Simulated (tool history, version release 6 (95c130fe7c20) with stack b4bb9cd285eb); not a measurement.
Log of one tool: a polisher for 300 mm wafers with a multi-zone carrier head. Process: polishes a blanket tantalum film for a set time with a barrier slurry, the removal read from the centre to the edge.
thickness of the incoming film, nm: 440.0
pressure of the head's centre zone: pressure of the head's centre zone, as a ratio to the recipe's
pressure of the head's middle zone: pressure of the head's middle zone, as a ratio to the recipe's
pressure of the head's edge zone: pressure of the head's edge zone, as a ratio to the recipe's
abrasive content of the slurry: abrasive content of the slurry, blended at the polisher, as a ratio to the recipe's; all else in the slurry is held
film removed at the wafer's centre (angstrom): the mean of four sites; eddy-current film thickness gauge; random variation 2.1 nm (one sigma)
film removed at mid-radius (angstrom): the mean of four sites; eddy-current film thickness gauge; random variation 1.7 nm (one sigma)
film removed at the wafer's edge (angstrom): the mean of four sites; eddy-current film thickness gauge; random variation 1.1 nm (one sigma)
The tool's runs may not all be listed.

| run | hour | flow of slurry (ml/min) | pressure of the head's centre zone | pressure of the head's middle zone | pressure of the head's edge zone | abrasive content of the slurry | polishing time (s) | film removed at the wafer's centre (angstrom) | film removed at mid-radius (angstrom) | film removed at the wafer's edge (angstrom) |
|---|---|---|---|---|---|---|---|---|---|---|
| 1 | 0.0 | 135 | 1.00 | 1.00 | 1.00 | 1.00 | 85 | 1171.1 | 1164.5 | 1201.3 |
| 2 | 4.7 | 140 | 1.01 | 1.02 | 1.01 | 1.05 | 85 | 1244.6 | 1206.4 | 1221.3 |
| 3 | 6.8 | 140 | 0.96 | 1.02 | 1.01 | 1.05 | 85 | 1137.0 | 1213.3 | 1213.0 |
| 4 | 13.8 | 140 | 0.92 | 1.02 | 1.01 | 1.05 | 85 | 1083.7 | 1199.3 | 1219.7 |
| 5 | 17.2 | 145 | 0.93 | 1.03 | 1.02 | 1.10 | 85 | 1123.1 | 1229.2 | 1228.6 |
| 6 | 17.8 | 145 | 0.94 | 1.04 | 1.03 | 1.15 | 86 | 1180.9 | 1253.1 | 1265.2 |
| 7 | 22.0 | 150 | 0.94 | 1.05 | 1.04 | 1.20 | 87 | 1192.1 | 1307.2 | 1286.9 |
| 8 | 24.2 | 150 | 0.95 | 1.05 | 1.05 | 1.25 | 88 | 1221.1 | 1337.9 | 1340.6 |
| 9 | 32.4 | 155 | 0.97 | 1.06 | 1.06 | 1.30 | 88 | 1265.9 | 1347.9 | 1360.0 |
| 10 | 36.0 | 160 | 0.99 | 1.07 | 1.06 | 1.30 | 89 | 1344.6 | 1385.4 | 1389.9 |
| 11 | 40.3 | 195 | 1.07 | 1.16 | 1.11 | 1.40 | 89 | 1533.2 | 1522.7 | 1463.2 |

Forecast run 12:
| 12 | 46.3 | 195 | 1.07 | 1.16 | 1.11 | 1.40 | 89 | ? | ? | ? |

Run 12 gave film removed at the wafer's centre (angstrom) 1513.5, film removed at mid-radius (angstrom) 1503.3, film removed at the wafer's edge (angstrom) 1474.9.
